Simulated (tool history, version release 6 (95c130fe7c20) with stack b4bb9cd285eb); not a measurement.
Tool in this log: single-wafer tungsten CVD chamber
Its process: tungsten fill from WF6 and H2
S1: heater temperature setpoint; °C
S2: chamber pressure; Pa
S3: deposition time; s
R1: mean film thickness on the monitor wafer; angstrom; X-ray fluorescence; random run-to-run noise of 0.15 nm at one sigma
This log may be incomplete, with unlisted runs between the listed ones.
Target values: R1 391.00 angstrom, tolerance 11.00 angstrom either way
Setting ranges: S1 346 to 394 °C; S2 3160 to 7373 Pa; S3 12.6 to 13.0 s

run 1 hour=0.0 | S1=370 S2=5266 S3=12.6 | R1=234.25
run 2 hour=8.8 | S1=370 S2=5266 S3=13.0 | R1=243.05
run 3 hour=17.1 | S1=370 S2=4560 S3=13.0 | R1=218.62
run 4 hour=24.7 | S1=370 S2=4560 S3=12.6 | R1=211.89
run 5 hour=26.1 | S1=370 S2=5426 S3=12.6 | R1=241.62
run 6 hour=31.1 | S1=370 S2=5426 S3=12.6 | R1=240.37
-- hour=32.2 capacitance manometer re-zeroed and calibrated
run 7 hour=32.2 | S1=375 S2=5453 S3=12.6 | R1=272.32
run 8 hour=39.8 | S1=379 S2=5466 S3=12.6 | R1=293.64
run 9 hour=48.0 | S1=379 S2=5466 S3=12.6 | R1=293.62
run 10 hour=55.9 | S1=382 S2=5480 S3=12.6 | R1=312.24

Exactly one of the 5 candidate moves below puts every result within its allowed miss. Which one?
run A hour=63.8 | S1=390 S2=6266 S3=12.6 | R1=?
run B hour=63.8 | S1=390 S2=5266 S3=13.0 | R1=?
run C hour=63.8 | S1=384 S2=6346 S3=13.0 | R1=?
run D hour=63.8 | S1=390 S2=5453 S3=13.0 | R1=?
run E hour=63.8 | S1=387 S2=5533 S3=13.0 | R1=?

move=A R1=393.44
move=B R1=361.85
move=C R1=367.40
move=D R1=370.64
move=E R1=354.78
A: meets every target
B: better than the last run, though not everything is in spec
C: better than the last run, though not everything is in spec
D: better than the last run, though not everything is in spec
E: better than the last run, though not everything is in spec
Answer: A
